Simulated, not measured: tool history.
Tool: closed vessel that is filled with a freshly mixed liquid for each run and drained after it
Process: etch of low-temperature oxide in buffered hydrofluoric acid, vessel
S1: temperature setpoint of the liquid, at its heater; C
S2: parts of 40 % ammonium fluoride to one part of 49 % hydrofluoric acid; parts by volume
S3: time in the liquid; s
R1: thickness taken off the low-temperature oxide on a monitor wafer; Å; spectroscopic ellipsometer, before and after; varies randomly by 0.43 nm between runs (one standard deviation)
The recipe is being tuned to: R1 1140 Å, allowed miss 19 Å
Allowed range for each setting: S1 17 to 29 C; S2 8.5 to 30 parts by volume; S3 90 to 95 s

run	hour	S1	S2	S3	R1
1	0	21	23	90	981.84
2	0.8	22	23	90	1048.1
3	3.1	22.5	23	90	1068.7
4	6.2	23	23	90	1100.3
5	11.9	26	23	90	1299.4
6	18.4	26	23	95	1372.7
7	27.2	25	23	95	1298.9
8	30.7	24	23	95	1226.3
9	39.6	23.5	23	95	1204.1

Which of these 4 next moves meets every target?
A	48.5	25.5	22.5	90	?
B	48.5	24	19.5	90	?
C	48.5	23.5	22	95	?
D	48.5	23	23.5	95	?

move	R1
A	1280.3
B	1311.6
C	1230.4
D	1143.8
A: moves away from the targets compared with the last run
B: moves away from the targets compared with the last run
C: moves away from the targets compared with the last run
D: all results in spec
D meets every target.

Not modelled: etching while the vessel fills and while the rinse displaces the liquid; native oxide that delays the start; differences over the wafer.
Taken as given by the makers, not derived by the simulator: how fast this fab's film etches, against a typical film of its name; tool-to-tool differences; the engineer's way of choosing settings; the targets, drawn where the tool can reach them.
